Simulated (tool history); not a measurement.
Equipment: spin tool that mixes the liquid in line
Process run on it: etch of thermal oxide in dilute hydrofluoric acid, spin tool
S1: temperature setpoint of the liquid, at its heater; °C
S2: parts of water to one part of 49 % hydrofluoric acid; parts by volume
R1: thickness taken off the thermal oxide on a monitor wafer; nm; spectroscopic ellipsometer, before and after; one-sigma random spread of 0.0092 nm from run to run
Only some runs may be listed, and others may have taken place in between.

run 1 hour=0 | S1=22 S2=220 time_under_the_liquid_(s)=60 | R1=1.2605
run 2 hour=2.4 | S1=21.5 S2=220 time_under_the_liquid_(s)=60 | R1=1.2247
run 3 hour=5.6 | S1=21.5 S2=220 time_under_the_liquid_(s)=60 | R1=1.2295
run 4 hour=8.4 | S1=21.5 S2=175 time_under_the_liquid_(s)=60 | R1=1.6211
run 5 hour=13.3 | S1=23 S2=175 time_under_the_liquid_(s)=60 | R1=1.6975
run 6 hour=17 | S1=22 S2=180 time_under_the_liquid_(s)=60 | R1=1.5947
run 7 hour=19.3 | S1=21.5 S2=185 time_under_the_liquid_(s)=60 | R1=1.5278
run 8 hour=27.6 | S1=21 S2=190 time_under_the_liquid_(s)=60 | R1=1.4333
run 9 hour=30.5 | S1=20.5 S2=195 time_under_the_liquid_(s)=60 | R1=1.3574
run 10 hour=35.7 | S1=20 S2=195 time_under_the_liquid_(s)=60 | R1=1.3424
run 11 hour=42.2 | S1=19.5 S2=195 time_under_the_liquid_(s)=60 | R1=1.3022
run 12 hour=44.5 | S1=19 S2=195 time_under_the_liquid_(s)=60 | R1=1.2772

What does the tool deliver on the next run?
run 13 hour=47 | S1=18.5 S2=195 time_under_the_liquid_(s)=60 | R1=?

{"run 13": {"R1": 1.2759}}

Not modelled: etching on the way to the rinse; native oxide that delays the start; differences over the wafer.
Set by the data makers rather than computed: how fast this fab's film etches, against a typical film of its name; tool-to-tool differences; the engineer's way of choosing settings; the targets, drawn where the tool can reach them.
